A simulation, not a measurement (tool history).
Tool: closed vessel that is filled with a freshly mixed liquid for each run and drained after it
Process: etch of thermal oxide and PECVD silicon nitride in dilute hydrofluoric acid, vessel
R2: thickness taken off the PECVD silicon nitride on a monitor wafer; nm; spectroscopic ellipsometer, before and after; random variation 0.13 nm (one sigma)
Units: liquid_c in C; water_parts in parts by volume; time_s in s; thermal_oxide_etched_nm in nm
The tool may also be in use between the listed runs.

Run 1, hour 0.0: liquid_c 21.0 C, water_parts 45 parts by volume, time_s 375 s. Result: thermal_oxide_etched_nm 38.979 nm, R2 25.044 nm.
Run 2, hour 7.7: liquid_c 21.0 C, water_parts 45 parts by volume, time_s 310 s. Result: thermal_oxide_etched_nm 32.087 nm, R2 20.803 nm.
Run 3, hour 14.8: liquid_c 18.5 C, water_parts 45 parts by volume, time_s 310 s. Result: thermal_oxide_etched_nm 28.778 nm, R2 17.706 nm.
Run 4, hour 20.5: liquid_c 20.0 C, water_parts 55 parts by volume, time_s 315 s. Result: thermal_oxide_etched_nm 25.341 nm, R2 16.153 nm.
Run 5, hour 24.6: liquid_c 20.0 C, water_parts 55 parts by volume, time_s 455 s. Result: thermal_oxide_etched_nm 36.412 nm, R2 23.523 nm.
Run 6, hour 27.4: liquid_c 21.0 C, water_parts 60 parts by volume, time_s 415 s. Result: thermal_oxide_etched_nm 31.464 nm, R2 20.893 nm.

The next listed run, before its measurement:
Run 7, hour 32.5: liquid_c 21.5 C, water_parts 65 parts by volume, time_s 380 s. Result: thermal_oxide_etched_nm ?, R2 ?.

{"run 7": {"thermal_oxide_etched_nm": 27.415, "R2": 18.339}}

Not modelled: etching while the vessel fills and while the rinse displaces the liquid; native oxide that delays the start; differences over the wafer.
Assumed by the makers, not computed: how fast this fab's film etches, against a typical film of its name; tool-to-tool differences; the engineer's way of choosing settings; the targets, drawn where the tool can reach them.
